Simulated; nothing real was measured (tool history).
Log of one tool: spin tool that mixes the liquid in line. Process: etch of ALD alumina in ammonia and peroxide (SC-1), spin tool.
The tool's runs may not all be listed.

run	hour	temperature setpoint of the liquid (K)	parts of 29 % ammonia solution to one part of 30 % peroxide (parts by volume)	time under the liquid (s)	thickness taken off the ALD alumina on a monitor wafer (Å)
1	0	332.15	0.5	120	140.37
2	3.9	332.15	0.35	120	136.12
3	11	329.65	0.35	120	119.67
4	16.9	335.15	0.35	120	158.89
5	25.1	335.15	0.2	120	149.05
6	30.4	328.65	0.2	120	107.56
7	32.1	327.15	0.2	120	99.09
8	37.7	326.15	0.2	120	94.579

Expected results for the next run?
9	39	324.15	0.2	120	?

Run 9 gave thickness taken off the ALD alumina on a monitor wafer (Å) 84.44.
